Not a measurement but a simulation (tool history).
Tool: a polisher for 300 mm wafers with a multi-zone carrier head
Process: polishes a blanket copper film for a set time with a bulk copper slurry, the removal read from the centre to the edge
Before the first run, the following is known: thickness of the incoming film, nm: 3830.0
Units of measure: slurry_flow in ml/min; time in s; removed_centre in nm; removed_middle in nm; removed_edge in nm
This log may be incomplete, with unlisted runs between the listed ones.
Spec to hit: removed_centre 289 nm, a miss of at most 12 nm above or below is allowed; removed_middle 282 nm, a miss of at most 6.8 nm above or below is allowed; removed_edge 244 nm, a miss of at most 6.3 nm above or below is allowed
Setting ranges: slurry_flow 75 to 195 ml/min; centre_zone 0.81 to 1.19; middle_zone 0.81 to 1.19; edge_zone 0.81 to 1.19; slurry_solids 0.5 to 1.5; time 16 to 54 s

{"run": 1, "hour": 0.0, "slurry_flow": 125, "centre_zone": 1, "middle_zone": 1, "edge_zone": 1, "slurry_solids": 1, "time": 35, "removed_centre": 217.62, "removed_middle": 220.02, "removed_edge": 220.34}
{"run": 2, "hour": 1.5, "slurry_flow": 125, "centre_zone": 1, "middle_zone": 0.94, "edge_zone": 1, "slurry_solids": 1, "time": 35, "removed_centre": 223.59, "removed_middle": 213.36, "removed_edge": 218.83}
{"run": 3, "hour": 9.0, "slurry_flow": 125, "centre_zone": 1, "middle_zone": 0.94, "edge_zone": 0.93, "slurry_solids": 1, "time": 35, "removed_centre": 216.51, "removed_middle": 216.51, "removed_edge": 213.37}
{"run": 4, "hour": 9.6, "slurry_flow": 125, "centre_zone": 1, "middle_zone": 1, "edge_zone": 0.93, "slurry_solids": 1, "time": 35, "removed_centre": 221.29, "removed_middle": 219.08, "removed_edge": 210.82}
{"run": 5, "hour": 16.7, "slurry_flow": 125, "centre_zone": 1, "middle_zone": 1, "edge_zone": 0.93, "slurry_solids": 1.15, "time": 35, "removed_centre": 226.63, "removed_middle": 227.98, "removed_edge": 221.73}
{"run": 6, "hour": 23.5, "slurry_flow": 125, "centre_zone": 1, "middle_zone": 1, "edge_zone": 0.98, "slurry_solids": 1.15, "time": 35, "removed_centre": 229.8, "removed_middle": 228.18, "removed_edge": 226.8}
{"run": 7, "hour": 26.9, "slurry_flow": 140, "centre_zone": 1.02, "middle_zone": 1.03, "edge_zone": 0.97, "slurry_solids": 1.15, "time": 35, "removed_centre": 235.39, "removed_middle": 236.22, "removed_edge": 225.42}
{"run": 8, "hour": 32.5, "slurry_flow": 150, "centre_zone": 1.04, "middle_zone": 1.06, "edge_zone": 0.98, "slurry_solids": 1.2, "time": 35, "removed_centre": 247.31, "removed_middle": 243.14, "removed_edge": 228.9}
{"run": 9, "hour": 40.2, "slurry_flow": 155, "centre_zone": 1.05, "middle_zone": 1.09, "edge_zone": 0.98, "slurry_solids": 1.25, "time": 35, "removed_centre": 254, "removed_middle": 250.19, "removed_edge": 236.38}
{"run": 10, "hour": 46.2, "slurry_flow": 160, "centre_zone": 1.06, "middle_zone": 1.11, "edge_zone": 0.96, "slurry_solids": 1.3, "time": 35, "removed_centre": 259.79, "removed_middle": 259.96, "removed_edge": 232.89}
{"run": 11, "hour": 52.7, "slurry_flow": 165, "centre_zone": 1.07, "middle_zone": 1.12, "edge_zone": 0.96, "slurry_solids": 1.3, "time": 35, "removed_centre": 258.54, "removed_middle": 261.08, "removed_edge": 236.25}
{"run": 12, "hour": 58.7, "slurry_flow": 170, "centre_zone": 1.09, "middle_zone": 1.13, "edge_zone": 0.96, "slurry_solids": 1.35, "time": 35, "removed_centre": 274.23, "removed_middle": 261.84, "removed_edge": 236.53}
{"run": 13, "hour": 61.9, "slurry_flow": 175, "centre_zone": 1.09, "middle_zone": 1.14, "edge_zone": 0.96, "slurry_solids": 1.35, "time": 35, "removed_centre": 273.95, "removed_middle": 268.58, "removed_edge": 240.09}
{"run": 14, "hour": 64.9, "slurry_flow": 180, "centre_zone": 1.1, "middle_zone": 1.15, "edge_zone": 0.96, "slurry_solids": 1.35, "time": 35, "removed_centre": 274.69, "removed_middle": 267.71, "removed_edge": 243.93}
{"run": 15, "hour": 73.8, "slurry_flow": 180, "centre_zone": 1.1, "middle_zone": 1.16, "edge_zone": 0.95, "slurry_solids": 1.4, "time": 35, "removed_centre": 282.08, "removed_middle": 274.03, "removed_edge": 241.82}

Of the 4 settings listed for the next run, only one would bring every result within its allowed miss of target. Which one?
{"run": "A", "hour": 82.7, "slurry_flow": 175, "centre_zone": 0.94, "middle_zone": 1.19, "edge_zone": 0.95, "slurry_solids": 1.35, "time": 38, "removed_centre": "?", "removed_middle": "?", "removed_edge": "?"}
{"run": "B", "hour": 82.7, "slurry_flow": 165, "centre_zone": 1.11, "middle_zone": 1.16, "edge_zone": 0.9, "slurry_solids": 1.5, "time": 36, "removed_centre": "?", "removed_middle": "?", "removed_edge": "?"}
{"run": "C", "hour": 82.7, "slurry_flow": 190, "centre_zone": 1.19, "middle_zone": 1.06, "edge_zone": 0.94, "slurry_solids": 1.5, "time": 34, "removed_centre": "?", "removed_middle": "?", "removed_edge": "?"}
{"run": "D", "hour": 82.7, "slurry_flow": 170, "centre_zone": 1.14, "middle_zone": 1.1, "edge_zone": 0.96, "slurry_solids": 1.4, "time": 35, "removed_centre": "?", "removed_middle": "?", "removed_edge": "?"}

move=A removed_centre=260.29 removed_middle=295.81 removed_edge=257.58
move=B removed_centre=296.76 removed_middle=281.28 removed_edge=243.28
move=C removed_centre=306.8 removed_middle=257.49 removed_edge=237.63
move=D removed_centre=292.48 removed_middle=261.98 removed_edge=240.1
A: the result that was furthest off in the last run now lies on the other side of its target
B: hits every target within its allowed miss
C: misses by more than the last run did
D: misses by more than the last run did
B is the move that brings every result within its allowed miss.

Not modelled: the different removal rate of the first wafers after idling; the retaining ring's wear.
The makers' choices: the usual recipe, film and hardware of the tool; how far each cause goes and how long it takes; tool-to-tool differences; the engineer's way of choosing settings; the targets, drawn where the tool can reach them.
